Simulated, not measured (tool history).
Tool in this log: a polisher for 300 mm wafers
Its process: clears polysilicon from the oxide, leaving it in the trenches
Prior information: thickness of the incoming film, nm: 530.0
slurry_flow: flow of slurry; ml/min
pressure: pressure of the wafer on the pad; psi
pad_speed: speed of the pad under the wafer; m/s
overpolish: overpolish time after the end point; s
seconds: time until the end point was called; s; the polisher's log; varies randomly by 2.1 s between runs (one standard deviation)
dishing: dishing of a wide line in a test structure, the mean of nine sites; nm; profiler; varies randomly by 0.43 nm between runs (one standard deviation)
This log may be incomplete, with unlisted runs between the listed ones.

| run | hour | slurry_flow | pressure | pad_speed | overpolish | seconds | dishing |
|---|---|---|---|---|---|---|---|
| 1 | 0.0 | 320 | 1.7 | 1.12 | 27 | 73.879 | 35.804 |
| 2 | 5.5 | 320 | 1.6 | 1.12 | 25 | 76.086 | 35.079 |
| 3 | 9.9 | 320 | 1.5 | 1.12 | 23 | 77.374 | 35.207 |
| 4 | 14.2 | 320 | 1.5 | 1.22 | 23 | 74.629 | 36.467 |
| 5 | 15.2 | 315 | 1.5 | 1.14 | 21 | 79.125 | 35.654 |
| 6 | 23.5 | 315 | 1.8 | 1.14 | 21 | 66.179 | 35.682 |
|  | 30.4 | head pressure recalibrated |
| 7 | 30.4 | 330 | 1.8 | 1.06 | 20 | 69.153 | 35.409 |
| 8 | 38.3 | 315 | 1.8 | 1.00 | 19 | 70.956 | 35.226 |
| 9 | 42.8 | 335 | 1.8 | 0.94 | 19 | 73.857 | 35.184 |
| 10 | 45.7 | 320 | 1.8 | 0.90 | 18 | 76.041 | 35.688 |

Forecast run 11:
| 11 | 47.3 | 340 | 1.7 | 0.90 | 22 | ? | ? |

seconds: 82.492 s
dishing: 35.321 nm

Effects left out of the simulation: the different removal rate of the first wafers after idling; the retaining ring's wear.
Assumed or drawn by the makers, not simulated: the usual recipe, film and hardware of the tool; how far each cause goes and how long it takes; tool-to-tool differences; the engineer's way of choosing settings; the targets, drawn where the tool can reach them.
